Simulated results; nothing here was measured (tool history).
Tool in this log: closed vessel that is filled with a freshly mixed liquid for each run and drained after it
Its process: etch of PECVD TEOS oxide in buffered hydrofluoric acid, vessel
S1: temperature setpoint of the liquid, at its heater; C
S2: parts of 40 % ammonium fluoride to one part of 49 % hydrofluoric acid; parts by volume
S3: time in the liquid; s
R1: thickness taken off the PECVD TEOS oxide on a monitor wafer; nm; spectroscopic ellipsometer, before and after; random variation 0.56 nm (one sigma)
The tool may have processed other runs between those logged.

run,hour,S1,S2,S3,R1
1,0,21,19.5,100,95.653
2,3.4,22,19.5,100,100.96
3,4.9,22,21.5,100,93.829
4,10.6,22,23.5,100,88.012
5,15.2,22,23.5,100,88.031
6,23.5,23,23.5,100,92.794
7,25.4,24,23.5,100,98.467

Forecast run 8:
8,26.2,24.5,23.5,100,?

R1: 100.72 nm

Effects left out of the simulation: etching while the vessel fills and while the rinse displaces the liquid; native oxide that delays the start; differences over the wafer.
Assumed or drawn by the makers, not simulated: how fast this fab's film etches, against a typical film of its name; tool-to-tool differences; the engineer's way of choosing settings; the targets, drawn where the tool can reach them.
